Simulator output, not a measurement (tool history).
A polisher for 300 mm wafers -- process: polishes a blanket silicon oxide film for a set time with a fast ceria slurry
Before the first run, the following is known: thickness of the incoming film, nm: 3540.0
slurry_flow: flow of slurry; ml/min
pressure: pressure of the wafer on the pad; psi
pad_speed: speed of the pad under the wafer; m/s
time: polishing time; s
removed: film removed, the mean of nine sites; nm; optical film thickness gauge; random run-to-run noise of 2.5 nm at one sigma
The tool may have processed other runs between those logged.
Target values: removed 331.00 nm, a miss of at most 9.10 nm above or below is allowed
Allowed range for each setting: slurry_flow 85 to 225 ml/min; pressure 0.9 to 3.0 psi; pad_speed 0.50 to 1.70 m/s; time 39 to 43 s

run  hour  slurry_flow  pressure  pad_speed  time  removed
  1   0.0          145       1.9       1.10    43   480.53
  2   1.4          145       1.9       1.22    43   514.64
  3  10.0          145       1.9       1.22    39   468.05
  4  15.1          145       1.9       1.08    39   432.59
  5  23.2          175       1.9       1.08    39   453.34
  6  29.6          140       1.9       1.08    39   425.86
     36.0  -- slurry nozzle cleaned
  7  36.0          140       1.9       1.08    39   475.23
  8  44.2          155       1.8       1.08    39   465.11
  9  51.1          140       1.9       0.92    39   431.84

Which single option among these 5 for the next run brings every result within its allowed miss of target? Just one does.
  A  58.0          140       1.4       0.96    40        ?
  B  58.0          150       1.2       0.74    39        ?
  C  58.0          135       1.4       0.86    39        ?
  D  58.0          145       1.8       0.84    39        ?
  E  58.0          105       1.9       0.72    41        ?

move  removed
   A   365.73
   B   282.30
   C   331.38
   D   391.60
   E   364.61
A: nearer than the last run, and not there yet
B: moves the result that the last run missed by most past its target, out the other side
C: every result within its allowed miss
D: nearer than the last run, and not there yet
E: nearer than the last run, and not there yet
Move C is the one to make.
